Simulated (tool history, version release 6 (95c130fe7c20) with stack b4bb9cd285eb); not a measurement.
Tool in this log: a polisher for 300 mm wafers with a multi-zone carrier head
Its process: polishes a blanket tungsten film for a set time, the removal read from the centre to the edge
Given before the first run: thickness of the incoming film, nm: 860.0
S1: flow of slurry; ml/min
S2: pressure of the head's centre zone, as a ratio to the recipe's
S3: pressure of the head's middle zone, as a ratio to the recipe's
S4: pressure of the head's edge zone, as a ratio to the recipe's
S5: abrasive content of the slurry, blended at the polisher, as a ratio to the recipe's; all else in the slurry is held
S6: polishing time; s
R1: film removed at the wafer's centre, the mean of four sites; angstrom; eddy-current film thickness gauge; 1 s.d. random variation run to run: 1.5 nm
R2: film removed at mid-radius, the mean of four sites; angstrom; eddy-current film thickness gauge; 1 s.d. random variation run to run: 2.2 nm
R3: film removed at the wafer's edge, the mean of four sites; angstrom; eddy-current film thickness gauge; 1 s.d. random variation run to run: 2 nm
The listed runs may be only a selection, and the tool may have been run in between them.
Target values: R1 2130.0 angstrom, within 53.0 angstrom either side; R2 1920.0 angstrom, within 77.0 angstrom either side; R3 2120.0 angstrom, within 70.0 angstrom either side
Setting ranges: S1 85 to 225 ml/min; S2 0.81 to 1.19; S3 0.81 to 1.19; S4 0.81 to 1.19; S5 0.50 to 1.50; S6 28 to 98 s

run	hour	S1	S2	S3	S4	S5	S6	R1	R2	R3
1	0.0	145	1.00	1.00	1.00	1.00	63	2205.3	2177.5	2202.6
2	5.2	140	1.00	0.98	1.00	1.00	63	2234.0	2126.4	2207.3
3	10.3	125	1.00	0.98	1.00	1.00	63	2154.4	2109.2	2123.8
4	18.5	125	1.00	0.96	1.01	1.00	63	2131.0	2011.8	2170.1
5	27.0	125	1.00	0.95	1.01	1.00	63	2116.4	2092.7	2140.0
6	32.6	125	1.00	0.95	1.01	1.10	63	2176.9	2063.0	2202.0
7	36.2	120	1.00	0.94	1.01	1.10	63	2170.6	2030.8	2210.2
8	40.3	115	1.00	0.93	1.00	1.10	63	2136.1	2005.7	2109.3

Which of these 5 next moves meets every target?
A	44.4	145	1.07	0.97	1.16	1.25	54	?	?	?
B	44.4	110	1.07	0.88	0.99	1.30	61	?	?	?
C	44.4	115	1.06	0.87	1.02	1.05	63	?	?	?
D	44.4	85	1.00	0.95	0.81	0.70	78	?	?	?
E	44.4	115	1.02	0.98	0.94	1.25	61	?	?	?

move	R1	R2	R3
A	2124.1	1893.6	2118.7
B	2248.6	1903.3	2136.2
C	2249.9	1905.9	2178.2
D	2268.4	2181.5	2175.3
E	2156.2	2046.9	2083.3
A: every result within its allowed miss
B: the worst result of the last run now meets its target, but another is out of spec
C: the worst result of the last run now meets its target, but another is out of spec
D: misses by more than the last run did
E: misses by more than the last run did
So the answer is move A, the one that meets all the targets.
